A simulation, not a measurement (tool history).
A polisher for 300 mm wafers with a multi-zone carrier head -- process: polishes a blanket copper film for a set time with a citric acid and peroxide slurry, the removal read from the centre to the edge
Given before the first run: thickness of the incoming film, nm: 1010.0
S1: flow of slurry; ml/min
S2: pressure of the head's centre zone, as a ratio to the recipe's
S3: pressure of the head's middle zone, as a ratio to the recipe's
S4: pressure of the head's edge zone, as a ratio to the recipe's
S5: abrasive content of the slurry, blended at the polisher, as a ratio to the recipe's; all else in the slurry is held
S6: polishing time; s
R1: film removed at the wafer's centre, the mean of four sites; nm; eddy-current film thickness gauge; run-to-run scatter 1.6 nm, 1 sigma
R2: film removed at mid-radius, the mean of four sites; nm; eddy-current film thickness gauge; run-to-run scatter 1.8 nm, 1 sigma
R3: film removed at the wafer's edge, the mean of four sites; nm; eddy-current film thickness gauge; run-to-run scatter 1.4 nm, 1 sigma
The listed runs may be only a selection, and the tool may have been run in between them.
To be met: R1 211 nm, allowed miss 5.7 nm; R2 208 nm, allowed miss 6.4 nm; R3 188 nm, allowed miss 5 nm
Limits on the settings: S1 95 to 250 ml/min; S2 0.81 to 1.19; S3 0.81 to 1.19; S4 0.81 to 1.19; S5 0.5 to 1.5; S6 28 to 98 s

run	hour	S1	S2	S3	S4	S5	S6	R1	R2	R3
1	0	160	1	1	1	1	63	172.03	176.79	169.29
2	8.5	160	0.94	1	1	1	63	163.44	173.67	168.1
3	14.7	160	0.94	1	1	1	49	126.31	136.26	129.93
4	19.6	180	0.94	1	1	1	49	127.64	139.31	131.63
5	25.1	185	1.02	1.03	1.04	1.15	52	154.41	155.22	147.78
# hour 29.6: edge zone pressure recalibrated
6	29.6	195	1.05	1.08	1.07	1.25	54	168.27	171.04	167.78
7	32.4	210	1.09	1.12	1.05	1.35	55	180.75	183.26	171.48
8	40.4	220	1.12	1.14	1.05	1.4	56	191.81	195.22	175.69
9	44.4	225	1.14	1.15	1.07	1.45	56	201.81	197.68	181.42
10	48.9	245	1.15	1.19	1.09	1.5	56	204.94	203.35	185.21

Which single option among these 5 for the next run brings every result within its allowed miss of target? Just one does.
A	53.4	245	1.12	1.15	1.14	1.5	59	?	?	?
B	53.4	250	1.09	1.14	1.09	1.45	58	?	?	?
C	53.4	220	1.13	1.14	1.04	1.3	61	?	?	?
D	53.4	250	1.19	1.16	1.17	1.5	54	?	?	?
E	53.4	215	1.13	1.19	1.08	1.4	64	?	?	?

move	R1	R2	R3
A	210.68	209.32	194.58
B	200.34	203.16	185.77
C	210.08	205.72	184.37
D	205.41	193.2	180.73
E	223.75	226.73	200.08
A: brings the result that was furthest off to its target, and leaves another outside
B: misses by more than the last run did
C: all results in spec
D: brings the result that was furthest off to its target, and leaves another outside
E: carries the result that was furthest off beyond its target, to the other side
Move C is the one to make.
